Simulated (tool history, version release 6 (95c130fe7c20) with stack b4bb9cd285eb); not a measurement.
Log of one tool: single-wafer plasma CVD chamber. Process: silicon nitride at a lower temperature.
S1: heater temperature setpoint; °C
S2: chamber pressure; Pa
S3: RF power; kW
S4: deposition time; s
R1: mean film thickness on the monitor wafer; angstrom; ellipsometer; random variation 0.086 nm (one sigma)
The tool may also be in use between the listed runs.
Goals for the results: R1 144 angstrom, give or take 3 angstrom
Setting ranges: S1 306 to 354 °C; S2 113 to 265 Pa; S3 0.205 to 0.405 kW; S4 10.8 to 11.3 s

run 1 day=0 | S1=330 S2=189 S3=0.305 S4=11.3 | R1=125.49
run 2 day=0.133 | S1=330 S2=199 S3=0.31 S4=11.3 | R1=129.75
run 3 day=0.267 | S1=330 S2=205 S3=0.31 S4=11.3 | R1=132.63
run 4 day=0.342 | S1=330 S2=205 S3=0.31 S4=10.8 | R1=126.85
run 5 day=0.371 | S1=323 S2=205 S3=0.31 S4=10.8 | R1=127.31
run 6 day=0.692 | S1=328 S2=205 S3=0.31 S4=10.8 | R1=125.94
run 7 day=0.917 | S1=328 S2=213 S3=0.315 S4=10.8 | R1=129.79
run 8 day=1.004 | S1=328 S2=220 S3=0.315 S4=10.8 | R1=131.9
run 9 day=1.258 | S1=328 S2=225 S3=0.315 S4=10.8 | R1=131.82
run 10 day=1.317 | S1=328 S2=252 S3=0.345 S4=10.9 | R1=147.16

Pick the move, out of 5, that brings all results within their allowed miss; only one does.
run A day=1.375 | S1=319 S2=245 S3=0.325 S4=11.2 | R1=?
run B day=1.375 | S1=325 S2=251 S3=0.345 S4=11 | R1=?
run C day=1.375 | S1=327 S2=265 S3=0.33 S4=11.2 | R1=?
run D day=1.375 | S1=334 S2=231 S3=0.335 S4=10.8 | R1=?
run E day=1.375 | S1=325 S2=261 S3=0.335 S4=11.3 | R1=?

move=A R1=144.62
move=B R1=148.88
move=C R1=149.25
move=D R1=138.91
move=E R1=151.64
A: all results land within tolerance of their targets
B: further off than the last run
C: further off than the last run
D: pushes the last run's worst result past its target
E: further off than the last run
Answer: A
